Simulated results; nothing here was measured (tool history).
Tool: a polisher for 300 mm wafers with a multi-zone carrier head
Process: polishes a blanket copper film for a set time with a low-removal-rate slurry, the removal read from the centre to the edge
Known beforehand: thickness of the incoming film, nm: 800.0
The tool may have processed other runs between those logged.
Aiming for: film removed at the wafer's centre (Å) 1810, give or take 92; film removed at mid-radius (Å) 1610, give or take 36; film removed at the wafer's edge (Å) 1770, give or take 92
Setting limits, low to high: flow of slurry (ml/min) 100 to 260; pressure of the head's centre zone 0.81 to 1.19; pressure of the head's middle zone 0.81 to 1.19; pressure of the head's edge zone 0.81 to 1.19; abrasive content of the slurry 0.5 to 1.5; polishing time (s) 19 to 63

| run | hour | flow of slurry (ml/min) | pressure of the head's centre zone | pressure of the head's middle zone | pressure of the head's edge zone | abrasive content of the slurry | polishing time (s) | film removed at the wafer's centre (Å) | film removed at mid-radius (Å) | film removed at the wafer's edge (Å) |
|---|---|---|---|---|---|---|---|---|---|---|
| 1 | 0 | 165 | 1 | 1 | 1 | 1 | 41 | 1232.4 | 1240.5 | 1237.4 |
| 2 | 5.5 | 165 | 1 | 1 | 1 | 1.15 | 41 | 1242.8 | 1284.6 | 1297.1 |
| 3 | 13.3 | 180 | 1.05 | 1 | 1.04 | 1.25 | 42 | 1435.7 | 1351 | 1357.6 |
| 4 | 17.4 | 180 | 0.99 | 1 | 1.04 | 1.25 | 42 | 1321.2 | 1355.9 | 1374.3 |
| 5 | 22.9 | 180 | 1.01 | 0.99 | 1.07 | 1.3 | 44 | 1415.3 | 1412 | 1495.5 |
| 6 | 25.1 | 180 | 1.01 | 0.99 | 1.07 | 1.45 | 44 | 1454.2 | 1433.7 | 1515.2 |
| 7 | 30.2 | 190 | 1.03 | 0.99 | 1.1 | 1.45 | 45 | 1580.4 | 1501.6 | 1618.9 |
| 8 | 37.3 | 205 | 1.04 | 0.99 | 1.11 | 1.45 | 45 | 1597.6 | 1521.9 | 1634.4 |
| 9 | 39.7 | 215 | 1.06 | 0.99 | 1.13 | 1.45 | 45 | 1631.5 | 1515.2 | 1640.2 |
| 10 | 45.6 | 220 | 1.07 | 0.99 | 1.14 | 1.45 | 45 | 1644.3 | 1526.5 | 1679.6 |
| 11 | 51.6 | 225 | 1.09 | 1 | 1.15 | 1.45 | 45 | 1702.3 | 1558.4 | 1628.4 |
| 12 | 59.2 | 230 | 1.09 | 0.99 | 1.16 | 1.45 | 45 | 1712.4 | 1525.1 | 1623.6 |

4 next moves are on the table. One of them brings every result within its allowed miss. Which?
| A | 66.8 | 235 | 1.11 | 1 | 1.19 | 1.1 | 50 | ? | ? | ? |
| B | 66.8 | 220 | 1.03 | 0.84 | 1.19 | 1.4 | 49 | ? | ? | ? |
| C | 66.8 | 235 | 0.95 | 0.99 | 1.15 | 1.5 | 47 | ? | ? | ? |
| D | 66.8 | 170 | 0.95 | 0.96 | 1.08 | 1.5 | 50 | ? | ? | ? |

| move | film removed at the wafer's centre (Å) | film removed at mid-radius (Å) | film removed at the wafer's edge (Å) |
|---|---|---|---|
| A | 1785.4 | 1641.1 | 1759.5 |
| B | 1685 | 1461.5 | 1801.3 |
| C | 1526.4 | 1629.9 | 1728.9 |
| D | 1542.5 | 1616.4 | 1722.4 |
A: every result lands within tolerance
B: moves away from the targets compared with the last run
C: corrects the largest miss of the last run, while another result sits out of spec
D: corrects the largest miss of the last run, while another result sits out of spec
The right move is A.

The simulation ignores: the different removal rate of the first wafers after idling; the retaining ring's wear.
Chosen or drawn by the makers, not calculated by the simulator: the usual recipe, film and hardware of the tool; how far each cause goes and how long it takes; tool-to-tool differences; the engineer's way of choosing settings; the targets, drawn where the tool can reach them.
